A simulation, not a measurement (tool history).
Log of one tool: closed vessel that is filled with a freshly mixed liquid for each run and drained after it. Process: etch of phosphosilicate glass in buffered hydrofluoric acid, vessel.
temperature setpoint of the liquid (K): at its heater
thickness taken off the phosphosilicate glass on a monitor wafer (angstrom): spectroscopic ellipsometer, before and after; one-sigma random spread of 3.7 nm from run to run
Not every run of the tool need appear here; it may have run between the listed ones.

run    day  temperature setpoint of the liquid (K)  parts of 40 % ammonium fluoride to one part of 49 % hydrofluoric acid (parts by volume)  time in the liquid (s)  thickness taken off the phosphosilicate glass on a monitor wafer (angstrom)
  1  0.000                                  298.15                                                                                     10.0                     100                                                                       4697.8
  2  0.379                                  298.15                                                                                     10.0                     110                                                                       5225.3
  3  0.450                                  300.65                                                                                     10.0                     110                                                                       5979.1
  4  0.546                                  299.15                                                                                     10.0                     110                                                                       5497.5
  5  0.821                                  298.15                                                                                     10.0                     110                                                                       5108.9
  6  1.042                                  298.15                                                                                     10.0                     100                                                                       4725.9
  7  1.412                                  298.15                                                                                     10.0                     100                                                                       4765.1
  8  1.571                                  297.65                                                                                     10.0                     100                                                                       4571.8
  9  1.950                                  297.15                                                                                     10.0                     100                                                                       4402.1
 10  2.125                                  296.65                                                                                     10.0                     100                                                                       4320.2
 11  2.367                                  296.15                                                                                     10.0                     100                                                                       4286.2
     2.700  -- hydrofluoric acid flow meter replaced
 12  2.700                                  295.65                                                                                     10.0                     100                                                                       4595.4

Predict the results of run 13:
 13  2.896                                  291.65                                                                                     10.5                     100                                                                            ?

Run 13 produced thickness taken off the phosphosilicate glass on a monitor wafer (angstrom) 3506.6.

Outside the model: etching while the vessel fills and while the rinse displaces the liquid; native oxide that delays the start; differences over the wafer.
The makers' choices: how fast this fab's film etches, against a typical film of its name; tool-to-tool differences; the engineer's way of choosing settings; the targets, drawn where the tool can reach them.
